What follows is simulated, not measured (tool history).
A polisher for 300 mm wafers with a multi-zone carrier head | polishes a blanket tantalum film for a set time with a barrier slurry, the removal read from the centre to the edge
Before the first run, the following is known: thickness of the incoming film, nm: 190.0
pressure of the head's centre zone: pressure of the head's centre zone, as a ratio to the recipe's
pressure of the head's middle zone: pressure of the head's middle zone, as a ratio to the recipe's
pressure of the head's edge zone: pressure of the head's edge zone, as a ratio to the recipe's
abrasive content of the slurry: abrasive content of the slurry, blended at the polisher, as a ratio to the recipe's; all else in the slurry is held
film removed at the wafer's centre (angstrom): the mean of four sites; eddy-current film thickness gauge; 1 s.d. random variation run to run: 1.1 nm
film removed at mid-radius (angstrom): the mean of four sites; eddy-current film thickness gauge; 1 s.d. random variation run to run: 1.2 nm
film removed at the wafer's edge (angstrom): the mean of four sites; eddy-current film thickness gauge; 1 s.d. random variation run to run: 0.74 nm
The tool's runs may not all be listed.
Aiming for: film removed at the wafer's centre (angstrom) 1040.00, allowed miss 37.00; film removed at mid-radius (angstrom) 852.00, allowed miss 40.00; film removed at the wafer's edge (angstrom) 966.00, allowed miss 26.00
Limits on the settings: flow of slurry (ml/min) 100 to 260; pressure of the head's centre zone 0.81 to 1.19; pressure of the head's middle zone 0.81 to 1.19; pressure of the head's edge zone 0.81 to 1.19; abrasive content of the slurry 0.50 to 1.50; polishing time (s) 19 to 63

run	hour	flow of slurry (ml/min)	pressure of the head's centre zone	pressure of the head's middle zone	pressure of the head's edge zone	abrasive content of the slurry	polishing time (s)	film removed at the wafer's centre (angstrom)	film removed at mid-radius (angstrom)	film removed at the wafer's edge (angstrom)
1	0.0	165	1.00	1.00	1.00	1.00	41	732.53	799.18	810.81
2	8.6	185	1.06	0.98	1.04	1.05	41	796.31	815.02	854.40
3	17.4	200	1.10	0.94	1.03	1.15	41	860.29	823.95	876.44
4	19.5	210	1.13	0.91	1.03	1.20	41	893.01	808.80	874.61
5	23.3	210	1.13	0.91	0.99	1.20	41	886.38	818.36	866.84
6	25.8	210	1.13	0.91	0.99	1.20	33	719.60	659.38	709.75
7	33.3	220	1.15	0.89	1.01	1.30	36	816.04	738.11	793.16
8	36.6	225	1.16	0.86	1.02	1.35	38	889.40	760.09	856.28
9	37.3	235	1.17	0.85	1.02	1.40	39	926.07	762.25	889.99
# hour 39.3: centre zone pressure recalibrated
10	39.3	240	1.18	0.86	1.01	1.45	40	1062.10	809.36	912.33

Exercise: of the 5 proposed moves below, exactly one satisfies all targets within the stated allowed misses. Which move is it?
A	41.3	220	1.14	0.89	1.08	1.35	42	?	?	?
B	41.3	245	1.19	0.95	0.93	1.45	40	?	?	?
C	41.3	230	1.13	0.82	0.92	1.50	46	?	?	?
D	41.3	175	1.16	0.82	1.19	1.10	44	?	?	?
E	41.3	250	1.09	0.96	0.93	1.35	40	?	?	?

move	film removed at the wafer's centre (angstrom)	film removed at mid-radius (angstrom)	film removed at the wafer's edge (angstrom)
A	1051.00	848.64	963.60
B	1077.20	869.78	874.58
C	1172.30	903.66	1002.70
D	1029.60	776.30	989.41
E	974.81	866.31	863.67
A: every result lands within tolerance
B: misses by more than the last run did
C: takes the result that was furthest off past its target
D: the furthest-off result lands on target, but another misses its tolerance
E: misses by more than the last run did
Move A is the one to make.

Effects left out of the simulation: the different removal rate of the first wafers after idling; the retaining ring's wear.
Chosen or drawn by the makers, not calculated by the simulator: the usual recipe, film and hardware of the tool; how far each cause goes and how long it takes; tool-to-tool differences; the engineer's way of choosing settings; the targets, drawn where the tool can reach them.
